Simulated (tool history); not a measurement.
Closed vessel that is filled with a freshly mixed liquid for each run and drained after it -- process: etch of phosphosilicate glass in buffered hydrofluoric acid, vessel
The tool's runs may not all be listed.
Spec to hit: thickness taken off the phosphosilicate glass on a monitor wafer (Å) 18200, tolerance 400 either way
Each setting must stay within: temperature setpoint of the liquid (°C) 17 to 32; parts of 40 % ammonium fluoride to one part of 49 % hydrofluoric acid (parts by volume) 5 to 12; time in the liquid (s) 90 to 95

run,hour,temperature setpoint of the liquid (°C),parts of 40 % ammonium fluoride to one part of 49 % hydrofluoric acid (parts by volume),time in the liquid (s),thickness taken off the phosphosilicate glass on a monitor wafer (Å)
1,0,25,7,90,10490
2,7,25,5,90,14014
3,15.5,25,5,95,14741
4,19.2,26,5,95,15580
5,24,25,5,95,14629
6,29.6,25,6,95,12633
7,35.6,26.5,6,95,13620
8,39.3,28,6,95,14920
9,44.4,29,6,95,15545
10,49.3,29.5,6,95,16038
11,51.4,30,6,95,16575

Next run, 5 choices. One meets every target within its allowed miss, the rest don't. Which?
A,53.5,32,6,90,?
B,53.5,30,5,95,?
C,53.5,29.5,5.5,95,?
D,53.5,30,5,90,?
E,53.5,29,5,90,?

move,thickness taken off the phosphosilicate glass on a monitor wafer (Å)
A,17370
B,19274
C,17327
D,18260
E,17327
A: moves toward the targets from the last run without getting all of them in spec
B: pushes the last run's worst result past its target
C: moves toward the targets from the last run without getting all of them in spec
D: in spec on every target
E: moves toward the targets from the last run without getting all of them in spec
Answer: D
